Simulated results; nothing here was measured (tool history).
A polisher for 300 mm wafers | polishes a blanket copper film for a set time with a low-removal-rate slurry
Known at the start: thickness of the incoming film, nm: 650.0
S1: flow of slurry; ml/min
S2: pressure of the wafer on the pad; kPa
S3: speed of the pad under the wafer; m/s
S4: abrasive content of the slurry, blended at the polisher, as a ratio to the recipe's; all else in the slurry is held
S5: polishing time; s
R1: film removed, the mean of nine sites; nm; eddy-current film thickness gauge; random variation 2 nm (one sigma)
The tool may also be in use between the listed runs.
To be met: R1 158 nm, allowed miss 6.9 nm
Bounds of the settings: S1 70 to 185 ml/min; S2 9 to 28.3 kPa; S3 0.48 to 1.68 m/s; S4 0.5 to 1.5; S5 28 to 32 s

Run 1, day 0: S1 120 ml/min, S2 18.6 kPa, S3 1.08 m/s, S4 1, S5 32 s. Result: R1 87.703 nm.
Run 2, day 0.304: S1 105 ml/min, S2 18.6 kPa, S3 1.08 m/s, S4 1, S5 32 s. Result: R1 85.358 nm.
Run 3, day 0.592: S1 85 ml/min, S2 18.6 kPa, S3 1.08 m/s, S4 1, S5 32 s. Result: R1 77.77 nm.
Run 4, day 0.646: S1 85 ml/min, S2 18.6 kPa, S3 1.08 m/s, S4 1, S5 28 s. Result: R1 70.776 nm.
Run 5, day 0.888: S1 70 ml/min, S2 18.6 kPa, S3 1.08 m/s, S4 1, S5 28 s. Result: R1 64.781 nm.
Run 6, day 1.067: S1 70 ml/min, S2 18.6 kPa, S3 1.08 m/s, S4 1, S5 32 s. Result: R1 74.45 nm.
Run 7, day 1.262: S1 90 ml/min, S2 21.4 kPa, S3 1.08 m/s, S4 1, S5 32 s. Result: R1 91.211 nm.
Run 8, day 1.392: S1 110 ml/min, S2 22.8 kPa, S3 1.08 m/s, S4 1, S5 32 s. Result: R1 101.87 nm.
Run 9, day 1.625: S1 130 ml/min, S2 27.6 kPa, S3 1.22 m/s, S4 1, S5 32 s. Result: R1 138.96 nm.
Run 10, day 1.679: S1 130 ml/min, S2 27.6 kPa, S3 1.22 m/s, S4 1, S5 32 s. Result: R1 138 nm.
Run 11, day 1.846: S1 130 ml/min, S2 27.6 kPa, S3 1.22 m/s, S4 1, S5 32 s. Result: R1 136.17 nm.
Run 12, day 1.979: S1 135 ml/min, S2 27.6 kPa, S3 1.26 m/s, S4 1, S5 32 s. Result: R1 146.59 nm.
Run 13, day 2.204: S1 140 ml/min, S2 27.6 kPa, S3 1.26 m/s, S4 1, S5 32 s. Result: R1 141.28 nm.
Run 14, day 2.562: S1 140 ml/min, S2 27.6 kPa, S3 1.3 m/s, S4 1, S5 32 s. Result: R1 149.66 nm.

Which of these 5 next moves meets every target?
Run A, day 2.921: S1 155 ml/min, S2 26.9 kPa, S3 1.32 m/s, S4 0.95, S5 29 s. Result: R1 ?.
Run B, day 2.921: S1 155 ml/min, S2 28.3 kPa, S3 1.38 m/s, S4 1.15, S5 32 s. Result: R1 ?.
Run C, day 2.921: S1 115 ml/min, S2 28.3 kPa, S3 1.44 m/s, S4 1.05, S5 31 s. Result: R1 ?.
Run D, day 2.921: S1 140 ml/min, S2 28.3 kPa, S3 1.36 m/s, S4 0.95, S5 29 s. Result: R1 ?.
Run E, day 2.921: S1 155 ml/min, S2 28.3 kPa, S3 1.64 m/s, S4 1, S5 30 s. Result: R1 ?.

move      R1
   A  133.93
   B  168.02
   C  156.25
   D  141.27
   E  178.98
A: further off than the last run
B: takes the result that was furthest off past its target
C: meets every target
D: further off than the last run
E: takes the result that was furthest off past its target
Move C is the one to make.
